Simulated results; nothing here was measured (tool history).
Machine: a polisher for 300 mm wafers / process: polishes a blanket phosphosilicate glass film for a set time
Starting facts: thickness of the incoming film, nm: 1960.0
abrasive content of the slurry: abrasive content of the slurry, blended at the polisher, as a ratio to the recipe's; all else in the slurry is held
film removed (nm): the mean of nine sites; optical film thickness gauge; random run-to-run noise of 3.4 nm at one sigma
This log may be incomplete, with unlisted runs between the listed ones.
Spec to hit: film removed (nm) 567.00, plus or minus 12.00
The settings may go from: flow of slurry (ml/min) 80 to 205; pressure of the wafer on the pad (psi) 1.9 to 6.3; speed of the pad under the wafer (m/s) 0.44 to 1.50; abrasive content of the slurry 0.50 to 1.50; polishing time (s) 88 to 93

| run | day | flow of slurry (ml/min) | pressure of the wafer on the pad (psi) | speed of the pad under the wafer (m/s) | abrasive content of the slurry | polishing time (s) | film removed (nm) |
|---|---|---|---|---|---|---|---|
| 1 | 0.000 | 135 | 4.1 | 0.96 | 1.00 | 88 | 906.40 |
| 2 | 0.125 | 160 | 4.1 | 0.96 | 1.00 | 88 | 939.22 |
| 3 | 0.158 | 150 | 3.7 | 0.96 | 1.00 | 88 | 839.31 |
| 4 | 0.192 | 150 | 3.7 | 0.96 | 1.00 | 88 | 841.25 |
| 5 | 0.492 | 140 | 3.4 | 0.96 | 1.00 | 88 | 768.05 |
| 6 | 0.642 | 130 | 3.2 | 0.96 | 1.00 | 88 | 717.94 |
| 7 | 0.933 | 120 | 3.0 | 0.96 | 1.00 | 88 | 660.25 |
| 8 | 1.004 | 115 | 2.9 | 0.96 | 1.00 | 88 | 643.67 |
| 9 | 1.221 | 110 | 2.8 | 0.96 | 1.00 | 88 | 610.48 |
| 10 | 1.304 | 105 | 2.8 | 0.96 | 1.00 | 88 | 603.42 |
| 11 | 1.546 | 85 | 2.6 | 0.96 | 1.00 | 88 | 540.98 |
| 12 | 1.812 | 90 | 2.6 | 0.96 | 1.00 | 88 | 553.24 |

Which one of the following 5 next-run settings gets every result inside its allowed miss? There is exactly one.
| A | 2.079 | 110 | 2.5 | 0.96 | 0.95 | 88 | ? |
| B | 2.079 | 80 | 2.8 | 0.86 | 1.10 | 88 | ? |
| C | 2.079 | 80 | 2.1 | 1.22 | 1.05 | 91 | ? |
| D | 2.079 | 95 | 2.5 | 0.98 | 1.00 | 88 | ? |
| E | 2.079 | 80 | 2.7 | 0.74 | 1.40 | 88 | ? |

| move | film removed (nm) |
|---|---|
| A | 541.58 |
| B | 564.87 |
| C | 540.34 |
| D | 545.40 |
| E | 547.62 |
A: further off than the last run
B: in spec on every target
C: further off than the last run
D: further off than the last run
E: further off than the last run
Move B is the one to make.
